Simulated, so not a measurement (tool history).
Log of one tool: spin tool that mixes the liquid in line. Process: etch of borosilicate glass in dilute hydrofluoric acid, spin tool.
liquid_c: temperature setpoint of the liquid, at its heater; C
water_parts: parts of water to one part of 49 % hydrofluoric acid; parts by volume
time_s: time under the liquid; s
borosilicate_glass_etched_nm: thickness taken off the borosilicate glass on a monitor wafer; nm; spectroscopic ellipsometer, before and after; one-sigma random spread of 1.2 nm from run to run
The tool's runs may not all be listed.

run  hour  liquid_c  water_parts  time_s  borosilicate_glass_etched_nm
  1     0        25          115     205                        58.042
  2   7.9        26          105     205                         67.04
  3  11.3      23.5          105     205                        61.069
  4  12.7      24.5          100     205                        67.102
  5  15.7      24.5          125     205                        51.789
  6  16.6      24.5          165     205                        37.886
  7  19.7      25.5          150     205                        43.321
  8  27.7        26          135     205                        50.505
  9  33.5        26          135     205                        50.263
 10  37.7      26.5          125     205                        55.578
 11  41.6        27          115     205                        61.994
 12  48.5      27.5          105     205                        70.638
 13    55        28          100     205                        77.138
 14  63.8      28.5           95     205                        82.884
 15  71.7        29           90     205                        89.545
 16  77.3        29           90     205                        89.305

Run 17 comes next. What will it give?
 17  77.8      29.5           85     205                             ?

borosilicate_glass_etched_nm: 95.88 nm
